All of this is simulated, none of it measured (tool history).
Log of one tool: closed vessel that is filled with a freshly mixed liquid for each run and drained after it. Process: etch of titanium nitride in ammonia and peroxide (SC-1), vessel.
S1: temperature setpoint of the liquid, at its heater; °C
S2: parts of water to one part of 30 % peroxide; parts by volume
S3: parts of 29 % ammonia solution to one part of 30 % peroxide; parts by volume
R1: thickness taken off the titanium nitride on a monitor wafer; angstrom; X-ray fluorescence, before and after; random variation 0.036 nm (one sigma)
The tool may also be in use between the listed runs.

Run 1, hour 0.0: S1 48.0 °C, S2 29.0 parts by volume, S3 0.65 parts by volume, time in the liquid (s) 115. Result: R1 52.775 angstrom.
Run 2, hour 1.6: S1 48.0 °C, S2 29.0 parts by volume, S3 0.85 parts by volume, time in the liquid (s) 115. Result: R1 55.190 angstrom.
Run 3, hour 5.8: S1 48.5 °C, S2 29.0 parts by volume, S3 0.85 parts by volume, time in the liquid (s) 115. Result: R1 57.077 angstrom.
Run 4, hour 10.6: S1 48.5 °C, S2 22.5 parts by volume, S3 0.85 parts by volume, time in the liquid (s) 115. Result: R1 65.999 angstrom.
Run 5, hour 12.7: S1 48.5 °C, S2 22.5 parts by volume, S3 0.85 parts by volume, time in the liquid (s) 90. Result: R1 51.496 angstrom.
Run 6, hour 21.8: S1 46.0 °C, S2 22.5 parts by volume, S3 0.85 parts by volume, time in the liquid (s) 90. Result: R1 43.486 angstrom.
Run 7, hour 22.9: S1 46.5 °C, S2 22.5 parts by volume, S3 0.85 parts by volume, time in the liquid (s) 90. Result: R1 44.503 angstrom.
Run 8, hour 32.0: S1 47.0 °C, S2 22.5 parts by volume, S3 0.85 parts by volume, time in the liquid (s) 90. Result: R1 46.123 angstrom.
Run 9, hour 38.3: S1 47.5 °C, S2 22.5 parts by volume, S3 0.85 parts by volume, time in the liquid (s) 90. Result: R1 47.683 angstrom.
Run 10, hour 40.8: S1 48.0 °C, S2 22.5 parts by volume, S3 0.85 parts by volume, time in the liquid (s) 90. Result: R1 50.393 angstrom.

The next listed run, before its measurement:
Run 11, hour 46.6: S1 52.0 °C, S2 22.5 parts by volume, S3 0.85 parts by volume, time in the liquid (s) 90. Result: R1 ?.

R1: 66.393 angstrom
